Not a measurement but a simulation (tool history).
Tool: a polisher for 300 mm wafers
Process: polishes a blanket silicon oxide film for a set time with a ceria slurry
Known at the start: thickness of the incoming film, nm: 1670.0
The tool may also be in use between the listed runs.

run    day  flow of slurry (ml/min)  pressure of the wafer on the pad (kPa)  speed of the pad under the wafer (m/s)  polishing time (s)  film removed (nm)
  1      0                      270                                    26.2                                    0.86                  97             366.87
  2  0.083                      270                                    23.4                                    0.82                  97             314.82
  3  0.142                      270                                    20.7                                     0.8                  97             270.88
  4  0.167                      270                                    18.6                                    0.78                  97             239.01
  5  0.442                      270                                    18.6                                    0.88                  97             269.31
  6  0.571                      270                                    17.2                                    0.86                  97             242.06
  7  0.604                      270                                    15.9                                    0.84                  97             221.74

Forecast run 8:
  8  0.971                      270                                    15.2                                    0.84                  97                  ?

film removed (nm): 208.92
